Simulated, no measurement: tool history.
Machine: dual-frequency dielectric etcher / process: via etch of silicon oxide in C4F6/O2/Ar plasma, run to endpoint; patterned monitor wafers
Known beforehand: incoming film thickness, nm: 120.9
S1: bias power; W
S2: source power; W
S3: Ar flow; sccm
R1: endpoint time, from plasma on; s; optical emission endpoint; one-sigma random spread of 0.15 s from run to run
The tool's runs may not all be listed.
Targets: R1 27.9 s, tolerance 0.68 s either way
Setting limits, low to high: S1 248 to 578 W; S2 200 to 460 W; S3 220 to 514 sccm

run	day	S1	S2	S3	R1
1	0	413	330	367	32.961
2	0.038	476	330	367	31.418
3	0.167	428	330	367	32.703
4	0.454	428	330	409	32.924
5	0.704	428	370	409	31.235
6	0.85	458	380	408	30.097
7	0.946	478	390	407	29.413
8	1.238	493	390	406	28.77

Next run, 5 choices. One meets every target within its allowed miss, the rest don't. Which?
A	1.529	463	400	392	?
B	1.529	475	380	413	?
C	1.529	539	400	436	?
D	1.529	451	390	452	?
E	1.529	475	370	393	?

move	R1
A	28.936
B	29.524
C	27.635
D	29.964
E	29.771
A: moves away from the targets compared with the last run
B: moves away from the targets compared with the last run
C: meets every target
D: moves away from the targets compared with the last run
E: moves away from the targets compared with the last run
Go with C: it meets all targets.
